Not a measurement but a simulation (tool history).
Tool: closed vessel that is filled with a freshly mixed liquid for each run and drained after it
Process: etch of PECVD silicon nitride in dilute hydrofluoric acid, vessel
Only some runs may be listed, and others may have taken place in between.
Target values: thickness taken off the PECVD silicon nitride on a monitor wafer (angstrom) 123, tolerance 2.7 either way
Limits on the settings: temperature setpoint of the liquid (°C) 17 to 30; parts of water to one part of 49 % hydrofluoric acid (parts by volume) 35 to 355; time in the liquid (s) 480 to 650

| run | hour | temperature setpoint of the liquid (°C) | parts of water to one part of 49 % hydrofluoric acid (parts by volume) | time in the liquid (s) | thickness taken off the PECVD silicon nitride on a monitor wafer (angstrom) |
|---|---|---|---|---|---|
| 1 | 0 | 22 | 195 | 650 | 117.24 |
| 2 | 5.1 | 22 | 145 | 650 | 156.95 |
| 3 | 13.2 | 22 | 90 | 650 | 253.54 |
| 4 | 20.6 | 21.5 | 95 | 650 | 232.69 |
| 5 | 28.9 | 21.5 | 40 | 650 | 543.43 |
| 6 | 32 | 21.5 | 40 | 480 | 400.06 |
| 7 | 35.8 | 21 | 50 | 480 | 310.71 |
|  | 44.5 | thermometer replaced |
| 8 | 44.5 | 20.5 | 55 | 480 | 247.1 |
| 9 | 45.2 | 20 | 55 | 480 | 237.44 |
| 10 | 47.8 | 19.5 | 55 | 480 | 229.74 |
| 11 | 52.9 | 19 | 60 | 480 | 205.62 |
| 12 | 56.6 | 17 | 135 | 480 | 81.225 |
| 13 | 62.1 | 17.5 | 135 | 480 | 84.575 |
| 14 | 69.5 | 18 | 135 | 480 | 87.451 |
| 15 | 72.1 | 18.5 | 135 | 480 | 90.144 |
| 16 | 75.9 | 19 | 135 | 480 | 93.759 |
| 17 | 84.4 | 19.5 | 135 | 480 | 96.656 |
| 18 | 90.4 | 20 | 135 | 480 | 99.563 |
| 19 | 97.6 | 20.5 | 135 | 480 | 103.41 |

Consider the 4 candidate settings below. Which is the only one whose results all fall within their allowed miss of target?
| A | 104.8 | 22 | 165 | 630 | ? |
| B | 104.8 | 20 | 155 | 540 | ? |
| C | 104.8 | 19.5 | 170 | 485 | ? |
| D | 104.8 | 17.5 | 145 | 495 | ? |

| move | thickness taken off the PECVD silicon nitride on a monitor wafer (angstrom) |
|---|---|
| A | 123.13 |
| B | 98.318 |
| C | 78.073 |
| D | 81.209 |
A: meets every target
B: its largest miss is bigger than the last run's
C: its largest miss is bigger than the last run's
D: its largest miss is bigger than the last run's
The move that meets every target is A.
